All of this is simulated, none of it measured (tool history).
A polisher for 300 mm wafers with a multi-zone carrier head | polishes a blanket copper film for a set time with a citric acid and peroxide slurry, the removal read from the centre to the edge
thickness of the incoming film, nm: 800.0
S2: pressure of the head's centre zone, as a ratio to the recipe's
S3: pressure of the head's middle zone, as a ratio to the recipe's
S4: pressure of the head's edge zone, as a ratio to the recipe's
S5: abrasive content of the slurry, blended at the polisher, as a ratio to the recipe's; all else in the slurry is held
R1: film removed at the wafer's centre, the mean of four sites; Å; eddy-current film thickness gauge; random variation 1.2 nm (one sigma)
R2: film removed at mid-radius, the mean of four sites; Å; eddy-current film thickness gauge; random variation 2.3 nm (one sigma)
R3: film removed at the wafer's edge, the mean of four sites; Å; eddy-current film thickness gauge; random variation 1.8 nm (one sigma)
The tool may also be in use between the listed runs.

run 1 hour=0.0 | flow_of_slurry_(ml/min)=260 S2=1.00 S3=1.00 S4=1.00 S5=1.00 polishing_time_(s)=51 | R1=1213.90 R2=1189.1 R3=1224.40
run 2 hour=0.6 | flow_of_slurry_(ml/min)=265 S2=0.98 S3=1.04 S4=1.01 S5=1.05 polishing_time_(s)=51 | R1=1205.00 R2=1287.0 R3=1253.00
run 3 hour=2.4 | flow_of_slurry_(ml/min)=265 S2=0.98 S3=1.04 S4=1.01 S5=0.90 polishing_time_(s)=51 | R1=1161.80 R2=1204.8 R3=1222.00
run 4 hour=10.8 | flow_of_slurry_(ml/min)=270 S2=0.98 S3=1.07 S4=1.03 S5=0.95 polishing_time_(s)=51 | R1=1203.30 R2=1280.2 R3=1215.90
run 5 hour=12.9 | flow_of_slurry_(ml/min)=270 S2=1.01 S3=1.07 S4=1.03 S5=0.95 polishing_time_(s)=51 | R1=1237.20 R2=1311.2 R3=1248.30
run 6 hour=16.0 | flow_of_slurry_(ml/min)=270 S2=1.01 S3=1.07 S4=1.03 S5=0.95 polishing_time_(s)=40 | R1=969.52 R2=1019.5 R3=984.33

The next listed run, before its measurement:
run 7 hour=23.4 | flow_of_slurry_(ml/min)=285 S2=0.93 S3=1.17 S4=1.09 S5=1.20 polishing_time_(s)=52 | R1=? R2=? R3=?

Run 7 gave R1 1194.40 Å, R2 1456.7 Å, R3 1349.20 Å.
